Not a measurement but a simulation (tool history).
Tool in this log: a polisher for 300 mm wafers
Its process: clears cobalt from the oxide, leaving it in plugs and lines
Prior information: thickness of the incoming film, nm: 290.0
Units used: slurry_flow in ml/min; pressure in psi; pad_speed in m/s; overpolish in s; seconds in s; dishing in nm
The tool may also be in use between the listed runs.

| run | hour | slurry_flow | pressure | pad_speed | overpolish | seconds | dishing |
|---|---|---|---|---|---|---|---|
| 1 | 0.0 | 205 | 2.5 | 1.18 | 23 | 40.821 | 50.389 |
| 2 | 6.2 | 205 | 2.8 | 1.18 | 21 | 37.068 | 49.628 |
| 3 | 7.5 | 205 | 3.1 | 1.20 | 21 | 33.160 | 50.276 |
| 4 | 8.8 | 205 | 3.1 | 1.20 | 26 | 33.068 | 52.307 |
| 5 | 9.9 | 205 | 3.1 | 1.06 | 26 | 37.039 | 51.108 |
| 6 | 12.1 | 210 | 3.3 | 1.12 | 25 | 33.172 | 51.445 |

Run 7 has not been measured yet. What should we expect?
| 7 | 18.7 | 210 | 3.4 | 1.16 | 24 | ? | ? |

seconds: 30.945 s
dishing: 51.060 nm
